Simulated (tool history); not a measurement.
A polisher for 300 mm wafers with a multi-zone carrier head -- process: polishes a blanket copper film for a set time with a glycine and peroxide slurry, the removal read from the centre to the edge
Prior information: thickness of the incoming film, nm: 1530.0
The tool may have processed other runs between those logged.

run	hour	flow of slurry (ml/min)	pressure of the head's centre zone	pressure of the head's middle zone	pressure of the head's edge zone	polishing time (s)	film removed at the wafer's centre (angstrom)	film removed at mid-radius (angstrom)	film removed at the wafer's edge (angstrom)
1	0	265	1	1	1	83	4807.1	4566.1	4733
2	1.5	280	1.04	1.05	1.04	86	5185.3	4955.3	4888.3
3	10.4	285	1.06	1.06	1.06	90	5521.8	5282.9	5349.2
4	13.7	300	1.1	1.09	1.07	91	5848.8	5435.6	5414.7
5	21.5	300	1.1	1.01	1.07	91	5836.7	5181.8	5417
6	25.4	260	1.1	1.01	1.07	91	5733.4	5084.7	5352.8
7	29.8	275	1.12	1.05	1.09	92	5992.1	5270.8	5553.5
8	33.5	290	1.13	1.09	1.09	93	6114.1	5565.4	5521.1

The next listed run, before its measurement:
9	38.6	290	1.13	1.09	1.09	93	?	?	?

Run 9 yielded film removed at the wafer's centre (angstrom) 6091.6, film removed at mid-radius (angstrom) 5541.5, film removed at the wafer's edge (angstrom) 5582.5.
